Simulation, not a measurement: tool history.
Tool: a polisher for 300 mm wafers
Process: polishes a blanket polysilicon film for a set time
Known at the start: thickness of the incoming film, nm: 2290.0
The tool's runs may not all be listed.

| run | day | flow of slurry (ml/min) | pressure of the wafer on the pad (psi) | speed of the pad under the wafer (cm/s) | polishing time (s) | film removed (angstrom) |
|---|---|---|---|---|---|---|
| 1 | 0 | 125 | 3.4 | 114 | 53 | 7036.1 |
| 2 | 0.208 | 125 | 3.4 | 92 | 53 | 5790.4 |
| 3 | 0.358 | 125 | 3.4 | 92 | 53 | 5866.5 |
| 4 | 0.533 | 125 | 3 | 92 | 53 | 5135.4 |
| 5 | 0.596 | 125 | 3 | 116 | 53 | 6452 |
| 6 | 0.738 | 150 | 3 | 116 | 53 | 6418.4 |
| 7 | 0.879 | 150 | 3.1 | 116 | 53 | 6799 |

Forecast run 8:
| 8 | 1.238 | 150 | 3.2 | 116 | 53 | ? |

{"run 8": {"film removed (angstrom)": 6954.8}}
